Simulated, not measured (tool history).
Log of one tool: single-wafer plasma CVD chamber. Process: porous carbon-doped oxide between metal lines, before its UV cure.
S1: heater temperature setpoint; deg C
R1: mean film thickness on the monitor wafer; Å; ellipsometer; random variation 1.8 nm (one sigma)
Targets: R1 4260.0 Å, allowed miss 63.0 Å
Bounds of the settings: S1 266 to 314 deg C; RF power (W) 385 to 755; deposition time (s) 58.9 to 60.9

run 1 hour=0.0 | S1=290 RF_power_(W)=570 deposition_time_(s)=58.9 | R1=3325.0
run 2 hour=1.7 | S1=287 RF_power_(W)=585 deposition_time_(s)=58.9 | R1=3461.0
run 3 hour=7.1 | S1=284 RF_power_(W)=595 deposition_time_(s)=58.9 | R1=3576.7
run 4 hour=10.0 | S1=284 RF_power_(W)=595 deposition_time_(s)=60.9 | R1=3698.1
run 5 hour=15.8 | S1=282 RF_power_(W)=600 deposition_time_(s)=60.9 | R1=3740.6
run 6 hour=19.0 | S1=282 RF_power_(W)=530 deposition_time_(s)=60.9 | R1=3441.5
run 7 hour=22.7 | S1=270 RF_power_(W)=620 deposition_time_(s)=60.9 | R1=4136.1
run 8 hour=24.8 | S1=270 RF_power_(W)=620 deposition_time_(s)=60.9 | R1=4134.2

4 next moves are on the table. One of them brings every result within its allowed miss. Which?
run A hour=26.9 | S1=266 RF_power_(W)=625 deposition_time_(s)=60.8 | R1=?
run B hour=26.9 | S1=270 RF_power_(W)=650 deposition_time_(s)=59.3 | R1=?
run C hour=26.9 | S1=266 RF_power_(W)=590 deposition_time_(s)=60.9 | R1=?
run D hour=26.9 | S1=282 RF_power_(W)=655 deposition_time_(s)=60.9 | R1=?

move=A R1=4233.3
move=B R1=4134.6
move=C R1=4074.3
move=D R1=3955.0
A: meets every target
B: as far off as the last run
C: further off than the last run
D: further off than the last run
The right move is A.
